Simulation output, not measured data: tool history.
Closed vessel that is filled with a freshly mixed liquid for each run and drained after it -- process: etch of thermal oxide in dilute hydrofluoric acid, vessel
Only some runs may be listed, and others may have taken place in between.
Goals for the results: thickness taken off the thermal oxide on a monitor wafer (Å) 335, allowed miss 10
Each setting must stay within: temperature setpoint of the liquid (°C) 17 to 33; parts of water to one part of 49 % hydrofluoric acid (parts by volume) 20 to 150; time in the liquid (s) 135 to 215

run,hour,temperature setpoint of the liquid (°C),parts of water to one part of 49 % hydrofluoric acid (parts by volume),time in the liquid (s),thickness taken off the thermal oxide on a monitor wafer (Å)
1,0,25,85,215,123.14
2,8.2,27.5,85,215,136.49
3,13.3,27.5,85,215,137.03
4,21.9,29.5,85,215,146.75
5,26.2,30.5,75,215,176.57
6,32.4,31,65,215,210.55
7,33.2,33,35,215,439.87
8,38,31.5,35,215,417.56
9,39.8,30,35,215,390.68
10,44.4,29,35,215,376.15
11,53.2,28.5,35,215,370.44
12,57.8,28,35,215,364.2
13,59.1,27.5,35,215,356.17
14,62.7,27,35,215,349.31

Below are 4 possible settings for the next run. Only one of them brings all results inside the allowed miss of their targets. Which is it?
A,66.3,26,30,200,?
B,66.3,24,30,200,?
C,66.3,24.5,30,215,?
D,66.3,29.5,25,145,?

move,thickness taken off the thermal oxide on a monitor wafer (Å)
A,366.75
B,337.52
C,370.49
D,370.82
A: misses by more than the last run did
B: each result inside its tolerance
C: misses by more than the last run did
D: misses by more than the last run did
Correct choice: B, which meets every target
